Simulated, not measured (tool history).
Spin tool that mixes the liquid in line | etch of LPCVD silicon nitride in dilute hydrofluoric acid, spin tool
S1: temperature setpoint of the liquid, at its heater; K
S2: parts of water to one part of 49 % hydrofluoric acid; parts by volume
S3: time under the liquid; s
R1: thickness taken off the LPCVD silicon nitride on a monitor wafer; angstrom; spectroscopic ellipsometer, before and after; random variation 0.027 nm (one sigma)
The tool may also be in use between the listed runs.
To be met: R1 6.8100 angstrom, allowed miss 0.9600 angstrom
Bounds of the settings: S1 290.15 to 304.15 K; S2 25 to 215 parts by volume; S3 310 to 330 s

| run | hour | S1 | S2 | S3 | R1 |
|---|---|---|---|---|---|
| 1 | 0.0 | 296.15 | 120 | 310 | 12.0300 |
| 2 | 6.4 | 294.65 | 120 | 310 | 9.6468 |
| 3 | 13.1 | 294.15 | 120 | 310 | 10.4210 |
| 4 | 20.4 | 293.65 | 125 | 310 | 9.5516 |
| 5 | 23.0 | 293.15 | 130 | 310 | 9.3489 |
| 6 | 28.6 | 292.65 | 135 | 310 | 8.2729 |
| 7 | 37.3 | 292.15 | 135 | 310 | 8.4338 |
| 8 | 41.9 | 292.15 | 140 | 310 | 7.9520 |

Which of these 5 next moves meets every target?
| A | 46.5 | 290.15 | 150 | 330 | ? |
| B | 46.5 | 290.65 | 205 | 310 | ? |
| C | 46.5 | 297.15 | 160 | 310 | ? |
| D | 46.5 | 291.15 | 195 | 310 | ? |
| E | 46.5 | 293.15 | 125 | 310 | ? |

| move | R1 |
|---|---|
| A | 6.6725 |
| B | 4.8018 |
| C | 9.3676 |
| D | 5.2100 |
| E | 9.1726 |
A: meets every target
B: takes the result that was furthest off past its target
C: further off than the last run
D: takes the result that was furthest off past its target
E: further off than the last run
The right move is A.
